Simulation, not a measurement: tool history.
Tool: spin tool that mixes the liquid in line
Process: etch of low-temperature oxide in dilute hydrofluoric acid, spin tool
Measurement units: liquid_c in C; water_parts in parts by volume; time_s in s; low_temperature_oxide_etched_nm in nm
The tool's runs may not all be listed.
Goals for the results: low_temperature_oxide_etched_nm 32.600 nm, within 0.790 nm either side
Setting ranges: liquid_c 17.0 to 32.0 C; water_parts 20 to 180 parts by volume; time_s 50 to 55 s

run,hour,liquid_c,water_parts,time_s,low_temperature_oxide_etched_nm
1,0.0,24.0,100,50,18.081
2,5.4,22.0,100,50,16.600
3,7.7,24.5,95,50,19.652
4,16.4,21.0,95,50,16.762
5,24.5,21.0,95,55,18.761
6,32.0,21.0,95,55,18.656
7,40.6,24.0,95,55,20.949
8,45.0,24.0,95,55,20.969

4 candidate next runs follow, results not yet known. Just one meets every target within its allowed miss. Identify it.
A,49.4,26.0,65,55,?
B,49.4,28.5,70,55,?
C,49.4,25.0,60,50,?
D,49.4,30.0,85,55,?

move,low_temperature_oxide_etched_nm
A,34.227
B,34.837
C,32.598
D,29.744
A: the result that was furthest off in the last run now lies on the other side of its target
B: the result that was furthest off in the last run now lies on the other side of its target
C: hits every target within its allowed miss
D: closes in on the targets versus the last run, not all within tolerance yet
Move C is the one to make.
